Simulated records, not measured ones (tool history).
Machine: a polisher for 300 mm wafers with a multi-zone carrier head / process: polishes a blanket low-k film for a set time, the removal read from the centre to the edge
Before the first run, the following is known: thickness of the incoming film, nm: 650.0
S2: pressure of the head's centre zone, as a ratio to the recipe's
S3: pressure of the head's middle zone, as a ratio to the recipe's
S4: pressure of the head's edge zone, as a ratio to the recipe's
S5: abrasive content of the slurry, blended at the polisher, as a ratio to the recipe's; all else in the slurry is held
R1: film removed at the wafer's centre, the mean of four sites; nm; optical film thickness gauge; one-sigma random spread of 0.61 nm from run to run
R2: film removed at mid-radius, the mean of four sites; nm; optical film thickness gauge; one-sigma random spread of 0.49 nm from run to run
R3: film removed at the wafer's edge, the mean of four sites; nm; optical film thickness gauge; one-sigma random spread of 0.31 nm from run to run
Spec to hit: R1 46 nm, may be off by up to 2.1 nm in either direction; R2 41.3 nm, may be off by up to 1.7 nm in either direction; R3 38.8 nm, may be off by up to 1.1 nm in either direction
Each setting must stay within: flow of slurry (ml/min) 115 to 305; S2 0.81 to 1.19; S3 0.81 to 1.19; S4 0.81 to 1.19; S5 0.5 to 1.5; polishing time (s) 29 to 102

run 1 hour=0 | flow_of_slurry_(ml/min)=195 S2=1 S3=1 S4=1 S5=1 polishing_time_(s)=65 | R1=27.721 R2=29.153 R3=27.98
run 2 hour=1.9 | flow_of_slurry_(ml/min)=195 S2=1 S3=1.03 S4=1 S5=1 polishing_time_(s)=65 | R1=28.342 R2=29.679 R3=27.981
run 3 hour=9.3 | flow_of_slurry_(ml/min)=230 S2=1 S3=1.03 S4=1 S5=1 polishing_time_(s)=65 | R1=28.82 R2=29.862 R3=28.033
run 4 hour=13.3 | flow_of_slurry_(ml/min)=230 S2=1 S3=1.03 S4=0.95 S5=1 polishing_time_(s)=65 | R1=29.037 R2=30.307 R3=28.101
run 5 hour=21.4 | flow_of_slurry_(ml/min)=230 S2=1 S3=1.03 S4=0.95 S5=1.15 polishing_time_(s)=65 | R1=30.339 R2=31.713 R3=29.472
run 6 hour=24.6 | flow_of_slurry_(ml/min)=235 S2=1.04 S3=1.03 S4=0.96 S5=1.25 polishing_time_(s)=67 | R1=34.055 R2=34.159 R3=31.532
run 7 hour=26.4 | flow_of_slurry_(ml/min)=235 S2=1.04 S3=1.03 S4=0.96 S5=1.25 polishing_time_(s)=67 | R1=34.261 R2=34.025 R3=31.796
run 8 hour=29.6 | flow_of_slurry_(ml/min)=240 S2=1.07 S3=1.04 S4=0.97 S5=1.3 polishing_time_(s)=69 | R1=36.521 R2=35.713 R3=33.506
run 9 hour=33.3 | flow_of_slurry_(ml/min)=245 S2=1.1 S3=1.05 S4=0.97 S5=1.35 polishing_time_(s)=70 | R1=38.659 R2=37.344 R3=34.593
run 10 hour=37.9 | flow_of_slurry_(ml/min)=250 S2=1.12 S3=1.05 S4=0.98 S5=1.4 polishing_time_(s)=71 | R1=40.515 R2=39.184 R3=35.83
run 11 hour=42 | flow_of_slurry_(ml/min)=255 S2=1.14 S3=1.04 S4=0.99 S5=1.45 polishing_time_(s)=72 | R1=42.881 R2=39.629 R3=36.66

Consider the 4 candidate settings below. Which is the only one whose results all fall within their allowed miss of target?
run A hour=46.1 | flow_of_slurry_(ml/min)=250 S2=1.15 S3=1.03 S4=1.01 S5=1.3 polishing_time_(s)=71 | R1=? R2=? R3=?
run B hour=46.1 | flow_of_slurry_(ml/min)=245 S2=1.04 S3=1.11 S4=1.03 S5=1.5 polishing_time_(s)=77 | R1=? R2=? R3=?
run C hour=46.1 | flow_of_slurry_(ml/min)=255 S2=1.18 S3=0.94 S4=1 S5=1.5 polishing_time_(s)=81 | R1=? R2=? R3=?
run D hour=46.1 | flow_of_slurry_(ml/min)=290 S2=1.19 S3=1.04 S4=1.01 S5=1.35 polishing_time_(s)=76 | R1=? R2=? R3=?

move=A R1=41.266 R2=37.817 R3=35.111
move=B R1=43.216 R2=46.044 R3=40.453
move=C R1=50.892 R2=42.237 R3=42.183
move=D R1=46.979 R2=42.052 R3=38.581
A: moves away from the targets compared with the last run
B: takes the biggest miss from the last run beyond its target
C: takes the biggest miss from the last run beyond its target
D: hits every target within its allowed miss
Answer: D
